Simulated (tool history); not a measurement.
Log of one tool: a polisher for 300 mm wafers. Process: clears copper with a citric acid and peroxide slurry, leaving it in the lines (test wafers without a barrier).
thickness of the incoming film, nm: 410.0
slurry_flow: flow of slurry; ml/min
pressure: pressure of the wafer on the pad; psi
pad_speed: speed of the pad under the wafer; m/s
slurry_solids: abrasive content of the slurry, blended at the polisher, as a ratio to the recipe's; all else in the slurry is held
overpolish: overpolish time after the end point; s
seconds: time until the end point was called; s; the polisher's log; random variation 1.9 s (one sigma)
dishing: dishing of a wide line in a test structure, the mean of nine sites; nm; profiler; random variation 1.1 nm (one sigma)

run    day  slurry_flow  pressure  pad_speed  slurry_solids  overpolish  seconds  dishing
  1      0          260       4.1       1.26              1          23   92.552   60.039
  2  0.083          260       4.1       1.52              1          23    80.33   67.971
  3  0.338          260       4.1       1.64              1          23   73.438   72.629
  4  0.675          205       4.1       1.64              1          23   72.853   72.878
  5  0.838          205       3.5       1.62              1          25   85.427   69.775
  6  0.929          205       3.5       1.62            0.9          25   90.349   69.473

Forecast run 7:
  7  1.267          205       3.2       1.62            0.9          26        ?        ?

{"run 7": {"seconds": 91.483, "dishing": 65.941}}
